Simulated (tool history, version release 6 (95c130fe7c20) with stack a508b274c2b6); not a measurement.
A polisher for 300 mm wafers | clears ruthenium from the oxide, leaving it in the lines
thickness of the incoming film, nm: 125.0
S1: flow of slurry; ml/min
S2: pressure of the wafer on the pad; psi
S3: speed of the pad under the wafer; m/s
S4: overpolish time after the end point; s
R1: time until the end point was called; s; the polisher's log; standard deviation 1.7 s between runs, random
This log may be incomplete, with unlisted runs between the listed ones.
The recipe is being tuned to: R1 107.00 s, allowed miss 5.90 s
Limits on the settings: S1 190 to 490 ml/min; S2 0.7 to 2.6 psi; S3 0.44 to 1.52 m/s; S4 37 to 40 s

run 1 hour=0.0 | S1=315 S2=1.6 S3=0.98 S4=37 | R1=170.13
run 2 hour=8.7 | S1=315 S2=1.7 S3=0.98 S4=37 | R1=155.37
run 3 hour=14.4 | S1=315 S2=1.8 S3=0.98 S4=37 | R1=148.38
run 4 hour=15.4 | S1=315 S2=1.9 S3=0.98 S4=37 | R1=141.46
run 5 hour=21.6 | S1=315 S2=2.2 S3=1.00 S4=37 | R1=118.92
run 6 hour=27.5 | S1=315 S2=1.9 S3=1.00 S4=37 | R1=143.19
run 7 hour=32.7 | S1=315 S2=2.0 S3=1.00 S4=37 | R1=134.38
run 8 hour=35.1 | S1=315 S2=2.2 S3=1.02 S4=37 | R1=120.21

Exercise: of the 5 proposed moves below, exactly one satisfies all targets within the stated allowed misses. Which move is it?
run A hour=37.5 | S1=310 S2=2.1 S3=0.98 S4=37 | R1=?
run B hour=37.5 | S1=325 S2=2.1 S3=0.96 S4=37 | R1=?
run C hour=37.5 | S1=280 S2=2.3 S3=0.90 S4=37 | R1=?
run D hour=37.5 | S1=270 S2=2.3 S3=1.08 S4=40 | R1=?
run E hour=37.5 | S1=300 S2=2.1 S3=0.96 S4=37 | R1=?

move=A R1=128.88
move=B R1=130.86
move=C R1=128.71
move=D R1=109.05
move=E R1=131.73
A: the biggest miss grows against the last run
B: the biggest miss grows against the last run
C: the biggest miss grows against the last run
D: meets every target
E: the biggest miss grows against the last run
D is the move that brings every result within its allowed miss.
